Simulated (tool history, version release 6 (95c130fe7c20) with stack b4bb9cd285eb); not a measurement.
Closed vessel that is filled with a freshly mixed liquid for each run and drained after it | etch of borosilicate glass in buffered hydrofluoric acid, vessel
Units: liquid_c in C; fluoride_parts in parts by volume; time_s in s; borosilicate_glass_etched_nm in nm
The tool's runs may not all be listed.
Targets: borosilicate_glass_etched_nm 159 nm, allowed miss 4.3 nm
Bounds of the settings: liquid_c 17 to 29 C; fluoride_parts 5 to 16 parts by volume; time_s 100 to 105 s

| run | hour | liquid_c | fluoride_parts | time_s | borosilicate_glass_etched_nm |
|---|---|---|---|---|---|
| 1 | 0 | 21 | 9.5 | 100 | 101.43 |
| 2 | 3.3 | 22.5 | 9.5 | 100 | 110.04 |
| 3 | 10.1 | 23.5 | 9.5 | 100 | 116.37 |
| 4 | 15.7 | 24.5 | 9.5 | 100 | 121.84 |
| 5 | 20.5 | 25.5 | 9.5 | 100 | 128.96 |
| 6 | 29.8 | 26 | 9.5 | 100 | 133.38 |
| 7 | 33.1 | 26 | 9.5 | 100 | 131.67 |
| 8 | 41.5 | 26 | 9.5 | 100 | 133.2 |
| 9 | 44 | 26.5 | 9.5 | 100 | 136.18 |
| 10 | 47.6 | 27 | 9.5 | 100 | 139.73 |
| 11 | 50.6 | 27 | 9.5 | 100 | 139.5 |

Which of these 4 next moves meets every target?
| A | 53.6 | 29 | 10 | 100 | ? |
| B | 53.6 | 25 | 7.5 | 100 | ? |
| C | 53.6 | 25 | 8 | 100 | ? |
| D | 53.6 | 25.5 | 8 | 100 | ? |

| move | borosilicate_glass_etched_nm |
|---|---|
| A | 150.12 |
| B | 159.18 |
| C | 148.26 |
| D | 152.23 |
A: nearer than the last run, and not there yet
B: meets every target
C: nearer than the last run, and not there yet
D: nearer than the last run, and not there yet
Move B is the one to make.
